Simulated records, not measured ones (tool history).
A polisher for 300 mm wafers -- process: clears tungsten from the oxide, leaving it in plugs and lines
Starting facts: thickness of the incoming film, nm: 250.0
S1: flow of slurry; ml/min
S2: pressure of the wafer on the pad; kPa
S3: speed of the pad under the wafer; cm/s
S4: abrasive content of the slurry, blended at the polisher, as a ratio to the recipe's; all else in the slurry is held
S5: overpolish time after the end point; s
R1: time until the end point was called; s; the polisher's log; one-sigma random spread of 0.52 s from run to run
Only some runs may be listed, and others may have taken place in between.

{"run": 1, "day": 0.0, "S1": 305, "S2": 26.9, "S3": 88, "S4": 1, "S5": 19, "R1": 61.188}
{"run": 2, "day": 0.325, "S1": 305, "S2": 29.6, "S3": 88, "S4": 1, "S5": 19, "R1": 55.412}
{"run": 3, "day": 0.529, "S1": 305, "S2": 34.5, "S3": 88, "S4": 1, "S5": 19, "R1": 47.455}
{"run": 4, "day": 0.588, "S1": 305, "S2": 28.3, "S3": 88, "S4": 1, "S5": 19, "R1": 57.455}
{"run": 5, "day": 0.804, "S1": 235, "S2": 28.3, "S3": 88, "S4": 1, "S5": 19, "R1": 59.676}
{"run": 6, "day": 1.125, "S1": 235, "S2": 28.3, "S3": 88, "S4": 0.8, "S5": 19, "R1": 63.754}
{"run": 7, "day": 1.283, "S1": 235, "S2": 28.3, "S3": 88, "S4": 0.8, "S5": 19, "R1": 63.06}
{"run": 8, "day": 1.558, "S1": 235, "S2": 31, "S3": 90, "S4": 0.8, "S5": 19, "R1": 56.178}
{"run": 9, "day": 1.696, "S1": 235, "S2": 33.1, "S3": 92, "S4": 0.8, "S5": 19, "R1": 50.404}
{"run": 10, "day": 2.058, "S1": 235, "S2": 34.5, "S3": 92, "S4": 0.8, "S5": 19, "R1": 49.237}
{"run": 11, "day": 2.133, "S1": 235, "S2": 35.9, "S3": 94, "S4": 0.8, "S5": 19, "R1": 46.071}
{"run": 12, "day": 2.446, "S1": 235, "S2": 37.2, "S3": 96, "S4": 0.8, "S5": 19, "R1": 44.205}
{"run": 13, "day": 2.633, "S1": 235, "S2": 37.9, "S3": 98, "S4": 0.8, "S5": 19, "R1": 41.777}
{"run": 14, "day": 2.692, "S1": 235, "S2": 38.6, "S3": 98, "S4": 0.8, "S5": 19, "R1": 41.612}
{"run": 15, "day": 2.75, "S1": 235, "S2": 39.3, "S3": 100, "S4": 0.8, "S5": 19, "R1": 39.653}
{"run": 16, "day": 2.854, "S1": 235, "S2": 40, "S3": 100, "S4": 0.8, "S5": 19, "R1": 38.515}
{"run": 17, "day": 2.929, "S1": 235, "S2": 40.7, "S3": 100, "S4": 0.8, "S5": 19, "R1": 38.604}

Run 18 is up next; what results do you expect?
{"run": 18, "day": 3.204, "S1": 235, "S2": 40.7, "S3": 100, "S4": 0.8, "S5": 19, "R1": "?"}

{"run 18": {"R1": 38.841}}
